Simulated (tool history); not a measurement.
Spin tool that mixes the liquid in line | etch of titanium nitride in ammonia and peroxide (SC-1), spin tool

run	day	temperature setpoint of the liquid (K)	parts of water to one part of 30 % peroxide (parts by volume)	parts of 29 % ammonia solution to one part of 30 % peroxide (parts by volume)	time under the liquid (s)	thickness taken off the titanium nitride on a monitor wafer (angstrom)
1	0	328.15	6	0.85	50	112.89
2	0.212	331.15	6	0.85	50	136.87
3	0.458	331.15	6	1.1	50	141
4	0.833	328.65	6	1.1	50	119.8
5	1.058	328.65	5	1.1	50	130.15
6	1.396	328.65	7	1.1	50	112.86
7	1.675	327.15	7	1.1	50	100.49
8	2.025	326.15	7	1.1	50	95.161

The next listed run, before its measurement:
9	2.138	325.65	7	1.1	50	?

Run 9 gave thickness taken off the titanium nitride on a monitor wafer (angstrom) 92.746.

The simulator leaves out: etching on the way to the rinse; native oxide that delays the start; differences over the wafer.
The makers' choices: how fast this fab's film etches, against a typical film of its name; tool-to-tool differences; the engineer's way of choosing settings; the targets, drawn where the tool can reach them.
